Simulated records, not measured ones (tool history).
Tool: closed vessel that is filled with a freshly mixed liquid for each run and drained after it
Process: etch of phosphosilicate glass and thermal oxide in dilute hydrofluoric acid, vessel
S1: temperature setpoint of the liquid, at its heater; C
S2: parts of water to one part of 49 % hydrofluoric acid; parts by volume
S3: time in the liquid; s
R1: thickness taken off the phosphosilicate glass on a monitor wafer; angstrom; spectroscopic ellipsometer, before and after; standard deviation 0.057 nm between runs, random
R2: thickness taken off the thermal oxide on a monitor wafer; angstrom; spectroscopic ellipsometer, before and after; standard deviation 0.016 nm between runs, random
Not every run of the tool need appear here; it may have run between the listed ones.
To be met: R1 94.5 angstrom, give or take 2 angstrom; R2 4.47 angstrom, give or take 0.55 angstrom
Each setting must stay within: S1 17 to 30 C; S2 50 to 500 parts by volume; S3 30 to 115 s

Run 1, hour 0: S1 22 C, S2 275 parts by volume, S3 60 s. Result: R1 193.69 angstrom, R2 8.7421 angstrom.
Run 2, hour 4.2: S1 21 C, S2 300 parts by volume, S3 60 s. Result: R1 166.76 angstrom, R2 8.0698 angstrom.
Run 3, hour 8.2: S1 21 C, S2 300 parts by volume, S3 45 s. Result: R1 125.31 angstrom, R2 5.6917 angstrom.
Run 4, hour 9.4: S1 21 C, S2 385 parts by volume, S3 45 s. Result: R1 90.957 angstrom, R2 4.3662 angstrom.
Run 5, hour 12.7: S1 21 C, S2 385 parts by volume, S3 65 s. Result: R1 130.52 angstrom, R2 6.4915 angstrom.
At hour 21.1: hydrofluoric acid flow meter replaced.
Run 6, hour 21.1: S1 22.5 C, S2 385 parts by volume, S3 65 s. Result: R1 128.24 angstrom, R2 6.4508 angstrom.
Run 7, hour 25.6: S1 22 C, S2 400 parts by volume, S3 65 s. Result: R1 120.13 angstrom, R2 5.9052 angstrom.
Run 8, hour 26.7: S1 21.5 C, S2 410 parts by volume, S3 65 s. Result: R1 114.59 angstrom, R2 5.7196 angstrom.
Run 9, hour 35.4: S1 21 C, S2 415 parts by volume, S3 65 s. Result: R1 111.05 angstrom, R2 5.149 angstrom.
Run 10, hour 44.5: S1 21 C, S2 425 parts by volume, S3 65 s. Result: R1 106.1 angstrom, R2 5.1646 angstrom.
Run 11, hour 49.4: S1 20.5 C, S2 430 parts by volume, S3 65 s. Result: R1 102.61 angstrom, R2 5.2324 angstrom.
Run 12, hour 58.6: S1 20.5 C, S2 435 parts by volume, S3 65 s. Result: R1 102.14 angstrom, R2 4.3883 angstrom.

Of the 5 settings listed for the next run, only one would bring every result within its allowed miss of target. Which one?
Run A, hour 67.8: S1 25.5 C, S2 460 parts by volume, S3 55 s. Result: R1 ?, R2 ?.
Run B, hour 67.8: S1 19 C, S2 425 parts by volume, S3 65 s. Result: R1 ?, R2 ?.
Run C, hour 67.8: S1 20 C, S2 480 parts by volume, S3 80 s. Result: R1 ?, R2 ?.
Run D, hour 67.8: S1 23 C, S2 495 parts by volume, S3 70 s. Result: R1 ?, R2 ?.
Run E, hour 67.8: S1 21 C, S2 455 parts by volume, S3 60 s. Result: R1 ?, R2 ?.

move      R1      R2
   A  94.511  4.4567
   B   100.5  4.7389
   C   108.5  5.1164
   D   100.3  4.7297
   E  90.543  4.2696
A: all results in spec
B: nearer the targets than the last run, but a result is still out of spec
C: the biggest miss grows against the last run
D: nearer the targets than the last run, but a result is still out of spec
E: takes the biggest miss from the last run beyond its target
Correct choice: A, which meets every target
